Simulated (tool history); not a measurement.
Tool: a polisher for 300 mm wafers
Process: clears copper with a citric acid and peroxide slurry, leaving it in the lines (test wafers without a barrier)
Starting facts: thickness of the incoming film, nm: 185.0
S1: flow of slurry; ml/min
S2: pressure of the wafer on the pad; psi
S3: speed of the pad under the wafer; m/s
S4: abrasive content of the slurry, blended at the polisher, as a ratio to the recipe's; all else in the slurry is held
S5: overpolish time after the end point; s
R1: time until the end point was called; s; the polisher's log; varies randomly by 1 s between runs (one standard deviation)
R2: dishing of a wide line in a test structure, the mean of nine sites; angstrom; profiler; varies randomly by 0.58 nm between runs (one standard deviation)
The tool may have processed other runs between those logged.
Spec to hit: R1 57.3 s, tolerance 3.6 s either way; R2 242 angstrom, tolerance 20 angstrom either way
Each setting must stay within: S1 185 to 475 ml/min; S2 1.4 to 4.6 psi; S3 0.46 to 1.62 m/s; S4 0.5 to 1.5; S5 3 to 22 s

| run | hour | S1 | S2 | S3 | S4 | S5 | R1 | R2 |
|---|---|---|---|---|---|---|---|---|
| 1 | 0 | 305 | 3 | 1.04 | 1 | 11 | 75.811 | 184.68 |
| 2 | 5.2 | 305 | 3.2 | 1.04 | 1 | 11 | 74.009 | 199.39 |
| 3 | 11.9 | 265 | 3.2 | 1.04 | 1 | 11 | 73.973 | 197.95 |
| 4 | 13.7 | 265 | 2.9 | 1.04 | 1 | 11 | 79.922 | 183.32 |
| 5 | 17.6 | 265 | 2.9 | 0.86 | 1 | 11 | 95.983 | 156.54 |
| 6 | 26.4 | 265 | 3.3 | 0.88 | 1 | 11 | 83.16 | 173.94 |
| 7 | 30.3 | 265 | 3.6 | 0.9 | 1 | 11 | 78.227 | 190.53 |
| 8 | 35.6 | 265 | 3.8 | 0.92 | 1 | 11 | 75.451 | 196.95 |
| 9 | 43.6 | 265 | 4 | 0.96 | 1 | 11 | 66.642 | 211.81 |
| 10 | 48.6 | 265 | 4.1 | 0.96 | 1 | 11 | 65.512 | 207.65 |
| 11 | 51 | 265 | 4.2 | 0.96 | 1 | 11 | 64.818 | 227.46 |
| 12 | 58.4 | 265 | 4.3 | 0.98 | 1 | 11 | 64.856 | 219.65 |
| 13 | 65 | 265 | 4.3 | 0.98 | 1 | 11 | 63.287 | 221.44 |

Of the 4 settings listed for the next run, only one would bring every result within its allowed miss of target. Which one?
| A | 71.6 | 265 | 3.8 | 1 | 0.95 | 14 | ? | ? |
| B | 71.6 | 285 | 4.4 | 1.08 | 0.9 | 11 | ? | ? |
| C | 71.6 | 260 | 4.3 | 0.94 | 1 | 11 | ? | ? |
| D | 71.6 | 280 | 4.3 | 0.8 | 1.1 | 16 | ? | ? |

| move | R1 | R2 |
|---|---|---|
| A | 68.63 | 243.87 |
| B | 57.475 | 232.61 |
| C | 65.741 | 208.08 |
| D | 74.327 | 255.74 |
A: misses by more than the last run did
B: all results land within tolerance of their targets
C: misses by more than the last run did
D: misses by more than the last run did
B is the move that brings every result within its allowed miss.

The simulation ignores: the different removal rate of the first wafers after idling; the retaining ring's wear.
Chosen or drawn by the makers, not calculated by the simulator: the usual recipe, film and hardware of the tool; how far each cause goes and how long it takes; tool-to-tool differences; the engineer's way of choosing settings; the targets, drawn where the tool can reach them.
